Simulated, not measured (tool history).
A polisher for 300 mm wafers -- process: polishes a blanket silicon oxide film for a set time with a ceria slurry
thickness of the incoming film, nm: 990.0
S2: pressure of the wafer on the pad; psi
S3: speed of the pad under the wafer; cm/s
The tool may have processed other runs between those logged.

run 1 hour=0.0 | flow_of_slurry_(ml/min)=275 S2=2.1 S3=104 polishing_time_(s)=20 | film_removed_(angstrom)=688.51
run 2 hour=0.8 | flow_of_slurry_(ml/min)=210 S2=2.1 S3=104 polishing_time_(s)=20 | film_removed_(angstrom)=689.40
run 3 hour=1.9 | flow_of_slurry_(ml/min)=210 S2=2.3 S3=104 polishing_time_(s)=20 | film_removed_(angstrom)=727.50
run 4 hour=7.4 | flow_of_slurry_(ml/min)=210 S2=2.5 S3=106 polishing_time_(s)=20 | film_removed_(angstrom)=811.50
run 5 hour=12.9 | flow_of_slurry_(ml/min)=210 S2=2.6 S3=106 polishing_time_(s)=20 | film_removed_(angstrom)=831.64
run 6 hour=13.5 | flow_of_slurry_(ml/min)=210 S2=2.7 S3=106 polishing_time_(s)=20 | film_removed_(angstrom)=861.58
run 7 hour=14.6 | flow_of_slurry_(ml/min)=210 S2=2.8 S3=106 polishing_time_(s)=20 | film_removed_(angstrom)=888.36

Forecast run 8:
run 8 hour=15.1 | flow_of_slurry_(ml/min)=210 S2=2.9 S3=106 polishing_time_(s)=20 | film_removed_(angstrom)=?

Run 8 yielded film removed (angstrom) 895.50.
